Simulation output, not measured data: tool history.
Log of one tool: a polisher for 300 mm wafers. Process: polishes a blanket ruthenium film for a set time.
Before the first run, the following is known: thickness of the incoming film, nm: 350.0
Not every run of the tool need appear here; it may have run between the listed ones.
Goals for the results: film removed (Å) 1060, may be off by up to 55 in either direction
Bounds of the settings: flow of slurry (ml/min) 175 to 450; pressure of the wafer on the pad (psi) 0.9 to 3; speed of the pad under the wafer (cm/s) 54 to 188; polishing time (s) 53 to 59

run	hour	flow of slurry (ml/min)	pressure of the wafer on the pad (psi)	speed of the pad under the wafer (cm/s)	polishing time (s)	film removed (Å)
1	0	290	1.9	120	59	742.09
2	0.6	245	1.9	120	59	725
3	8.4	245	1.9	120	53	668.25
4	10	245	2.1	122	53	709.71
5	16.2	245	2.6	122	53	834.67
6	25.1	245	2.7	126	53	889.94
7	27.3	245	2.8	128	53	925.44
8	29	245	2.8	128	53	922.65
9	34.4	245	2.8	130	53	952.66
10	35.2	245	2.8	132	53	946.46
11	36.9	245	2.8	134	53	963.01
12	45.7	245	2.8	134	53	979.94

Exercise: of the 4 proposed moves below, exactly one satisfies all targets within the stated allowed misses. Which move is it?
A	54.5	295	2.4	152	53	?
B	54.5	260	3	142	53	?
C	54.5	175	3	116	58	?
D	54.5	245	2.9	140	59	?

move	film removed (Å)
A	962.93
B	1084
C	979.69
D	1154.5
A: lands further from the targets than the last run did
B: all results land within tolerance of their targets
C: about the same distance from the targets as the last run
D: carries the result that was furthest off beyond its target, to the other side
The right move is B.
